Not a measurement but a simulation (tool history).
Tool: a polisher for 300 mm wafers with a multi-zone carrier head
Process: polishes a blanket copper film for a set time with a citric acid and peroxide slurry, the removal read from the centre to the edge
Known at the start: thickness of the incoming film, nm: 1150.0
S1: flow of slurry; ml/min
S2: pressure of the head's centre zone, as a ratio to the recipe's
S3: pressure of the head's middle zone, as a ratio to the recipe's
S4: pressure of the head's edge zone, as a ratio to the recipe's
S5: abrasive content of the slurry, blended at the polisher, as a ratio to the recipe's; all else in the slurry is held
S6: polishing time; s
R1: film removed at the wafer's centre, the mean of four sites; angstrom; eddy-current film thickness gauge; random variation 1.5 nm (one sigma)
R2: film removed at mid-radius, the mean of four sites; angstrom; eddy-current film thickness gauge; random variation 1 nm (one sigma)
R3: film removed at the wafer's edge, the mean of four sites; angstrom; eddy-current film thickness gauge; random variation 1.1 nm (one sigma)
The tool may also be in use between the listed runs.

run	hour	S1	S2	S3	S4	S5	S6	R1	R2	R3
1	0	235	1	1	1	1	82	2034	2048.5	2035.1
2	2.3	230	0.98	0.98	0.95	0.85	76	1779.2	1810.7	1770.6
3	7.8	230	0.98	0.98	0.88	0.85	76	1794.8	1770.3	1701.6
4	14.1	250	0.98	0.98	0.88	0.85	76	1798.1	1813.5	1726.7
5	15.8	250	0.98	0.98	0.85	0.85	76	1797.7	1818.7	1713
6	24	250	0.98	0.98	0.85	1	76	1910.4	1897.8	1743.8
7	31.6	235	0.97	0.98	0.84	0.85	73	1729.9	1720.6	1613.1

Run 8 comes next. What will it give?
8	37.6	220	0.95	0.98	0.83	0.75	71	?	?	?

Run 8 gave R1 1553.1 angstrom, R2 1609 angstrom, R3 1491.1 angstrom.
